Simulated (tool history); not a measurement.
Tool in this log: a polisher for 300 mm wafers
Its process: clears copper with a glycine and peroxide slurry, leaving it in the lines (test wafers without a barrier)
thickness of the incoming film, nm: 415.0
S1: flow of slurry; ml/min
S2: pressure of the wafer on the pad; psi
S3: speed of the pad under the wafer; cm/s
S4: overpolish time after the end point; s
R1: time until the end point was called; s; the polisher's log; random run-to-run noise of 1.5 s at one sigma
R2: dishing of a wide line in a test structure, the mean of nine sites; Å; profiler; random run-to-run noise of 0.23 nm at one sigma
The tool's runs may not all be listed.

| run | hour | S1 | S2 | S3 | S4 | R1 | R2 |
|---|---|---|---|---|---|---|---|
| 1 | 0.0 | 285 | 1.7 | 92 | 9 | 121.02 | 255.94 |
| 2 | 8.2 | 285 | 1.7 | 92 | 8 | 122.63 | 235.29 |
| 3 | 16.7 | 285 | 1.8 | 92 | 7 | 115.77 | 209.91 |
| 4 | 22.9 | 285 | 1.8 | 92 | 5 | 118.09 | 149.18 |
| 5 | 29.8 | 285 | 1.8 | 92 | 4 | 117.38 | 124.10 |
| 6 | 38.6 | 285 | 1.8 | 108 | 4 | 103.45 | 139.55 |
| 7 | 40.1 | 285 | 1.7 | 108 | 6 | 111.05 | 194.27 |

Run 8 has not been measured yet. What should we expect?
| 8 | 47.0 | 285 | 1.7 | 106 | 6 | ? | ? |

R1: 108.79 s
R2: 190.36 Å
